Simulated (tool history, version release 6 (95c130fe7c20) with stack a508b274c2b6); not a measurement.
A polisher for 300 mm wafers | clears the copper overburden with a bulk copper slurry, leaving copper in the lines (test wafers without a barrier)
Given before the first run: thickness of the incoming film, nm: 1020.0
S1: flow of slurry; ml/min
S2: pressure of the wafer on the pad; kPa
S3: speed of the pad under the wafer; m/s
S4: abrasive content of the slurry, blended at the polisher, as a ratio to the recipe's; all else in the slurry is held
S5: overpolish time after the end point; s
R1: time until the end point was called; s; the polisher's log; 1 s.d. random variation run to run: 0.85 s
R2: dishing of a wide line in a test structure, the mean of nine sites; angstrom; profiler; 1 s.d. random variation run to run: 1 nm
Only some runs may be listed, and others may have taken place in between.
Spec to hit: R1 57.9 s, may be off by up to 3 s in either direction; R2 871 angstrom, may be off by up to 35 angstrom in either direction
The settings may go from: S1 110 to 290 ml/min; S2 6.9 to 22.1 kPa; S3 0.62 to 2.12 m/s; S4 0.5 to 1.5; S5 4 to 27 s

| run | hour | S1 | S2 | S3 | S4 | S5 | R1 | R2 |
|---|---|---|---|---|---|---|---|---|
| 1 | 0 | 185 | 14.5 | 1.36 | 1 | 14 | 91.152 | 681.27 |
| 2 | 2 | 185 | 14.5 | 1.68 | 1 | 14 | 73.531 | 757.9 |
| 3 | 6.1 | 185 | 14.5 | 1.68 | 1 | 18 | 72.759 | 807.46 |
| 4 | 7.7 | 185 | 14.5 | 1.44 | 1 | 18 | 84.31 | 787.34 |
| 5 | 14.5 | 185 | 15.2 | 1.46 | 1 | 17 | 80.639 | 792.71 |
| 6 | 20.8 | 185 | 15.2 | 1.26 | 1 | 17 | 91.912 | 748.32 |
| 7 | 24.5 | 185 | 16.5 | 1.28 | 1 | 16 | 82.652 | 765.38 |
| 8 | 32.4 | 185 | 17.2 | 1.3 | 1 | 16 | 78.884 | 788.28 |
| 9 | 36.7 | 185 | 17.9 | 1.32 | 1 | 15 | 75.32 | 789.2 |
| 10 | 45.1 | 195 | 22.1 | 1.38 | 1 | 12 | 60.091 | 834.27 |

Below are 4 possible settings for the next run. Only one of them brings all results inside the allowed miss of their targets. Which is it?
| A | 53.5 | 215 | 20.7 | 1.44 | 1.1 | 11 | ? | ? |
| B | 53.5 | 190 | 21.4 | 1.32 | 1.05 | 13 | ? | ? |
| C | 53.5 | 200 | 22.1 | 1.44 | 0.9 | 14 | ? | ? |
| D | 53.5 | 235 | 17.9 | 1.66 | 0.95 | 11 | ? | ? |

| move | R1 | R2 |
|---|---|---|
| A | 57.1 | 806.37 |
| B | 61.924 | 840.48 |
| C | 56.722 | 897.7 |
| D | 58.279 | 780.38 |
A: moves away from the targets compared with the last run
B: the furthest-off result lands on target, but another misses its tolerance
C: every result lands within tolerance
D: moves away from the targets compared with the last run
The right move is C.

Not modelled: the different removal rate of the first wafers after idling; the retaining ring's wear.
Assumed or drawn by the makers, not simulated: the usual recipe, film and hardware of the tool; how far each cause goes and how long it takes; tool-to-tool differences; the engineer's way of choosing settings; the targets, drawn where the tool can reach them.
